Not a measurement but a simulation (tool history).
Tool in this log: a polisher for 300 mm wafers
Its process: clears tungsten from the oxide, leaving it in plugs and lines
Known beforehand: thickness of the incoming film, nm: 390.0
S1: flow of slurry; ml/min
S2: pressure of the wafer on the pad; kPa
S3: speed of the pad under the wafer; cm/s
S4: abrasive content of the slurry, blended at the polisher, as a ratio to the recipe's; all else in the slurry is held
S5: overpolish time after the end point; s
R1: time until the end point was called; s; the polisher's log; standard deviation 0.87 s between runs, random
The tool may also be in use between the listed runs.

run,day,S1,S2,S3,S4,S5,R1
1,0.000,170,17.2,106,1.0,23,88.973
2,0.150,165,16.5,106,1.0,23,91.624
3,0.292,165,16.5,132,1.0,23,74.881
4,0.612,160,15.9,132,1.0,23,78.672
5,0.708,160,18.6,132,1.0,23,65.815
6,0.933,160,17.2,132,1.0,23,71.181
7,0.988,160,15.9,132,1.0,23,76.353
8,1.292,140,11.0,130,1.0,23,115.430
9,1.404,150,11.0,130,1.0,23,113.790
10,1.512,160,11.0,130,1.0,23,112.300
11,1.704,165,11.0,130,1.0,23,111.230
12,1.738,165,11.0,130,1.0,23,109.700
13,1.933,170,11.0,130,1.0,23,110.810

Run 14, settings as shown, results not yet in. Your forecast:
14,2.050,175,11.0,130,1.0,23,?

R1: 109.930 s
